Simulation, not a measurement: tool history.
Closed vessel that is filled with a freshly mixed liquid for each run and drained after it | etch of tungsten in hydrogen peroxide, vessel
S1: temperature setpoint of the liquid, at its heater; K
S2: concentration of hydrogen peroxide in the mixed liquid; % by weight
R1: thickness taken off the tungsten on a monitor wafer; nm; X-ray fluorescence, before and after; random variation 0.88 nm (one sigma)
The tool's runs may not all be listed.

run 1 day=0.000 | S1=329.15 S2=19.0 time_in_the_liquid_(s)=30 | R1=83.803
run 2 day=0.217 | S1=329.15 S2=19.0 time_in_the_liquid_(s)=30 | R1=84.173
run 3 day=0.425 | S1=329.15 S2=19.0 time_in_the_liquid_(s)=30 | R1=84.953
run 4 day=0.517 | S1=329.15 S2=22.5 time_in_the_liquid_(s)=30 | R1=92.463
run 5 day=0.658 | S1=331.65 S2=22.5 time_in_the_liquid_(s)=30 | R1=107.140
run 6 day=0.783 | S1=327.15 S2=22.5 time_in_the_liquid_(s)=30 | R1=82.741
run 7 day=1.004 | S1=335.15 S2=22.5 time_in_the_liquid_(s)=30 | R1=131.580
run 8 day=1.096 | S1=336.15 S2=22.5 time_in_the_liquid_(s)=30 | R1=136.450
run 9 day=1.283 | S1=336.65 S2=22.5 time_in_the_liquid_(s)=30 | R1=141.460
run 10 day=1.567 | S1=337.15 S2=22.5 time_in_the_liquid_(s)=30 | R1=145.300

Forecast run 11:
run 11 day=1.750 | S1=337.65 S2=22.5 time_in_the_liquid_(s)=30 | R1=?

R1: 150.350 nm
